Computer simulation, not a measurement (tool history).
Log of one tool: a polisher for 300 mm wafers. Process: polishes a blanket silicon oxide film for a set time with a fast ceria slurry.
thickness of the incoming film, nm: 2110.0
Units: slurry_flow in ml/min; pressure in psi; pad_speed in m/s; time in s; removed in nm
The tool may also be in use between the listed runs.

run	hour	slurry_flow	pressure	pad_speed	time	removed
1	0.0	165	3.3	0.82	71	1102.30
2	4.3	145	3.3	0.82	71	1082.80
3	7.2	145	3.3	0.66	71	866.36
4	9.2	155	3.5	0.66	71	941.66
5	13.0	165	3.6	0.66	71	976.60
6	16.4	185	3.6	0.66	71	994.74

The next listed run, before its measurement:
7	23.8	185	3.6	0.66	71	?

removed: 981.93 nm
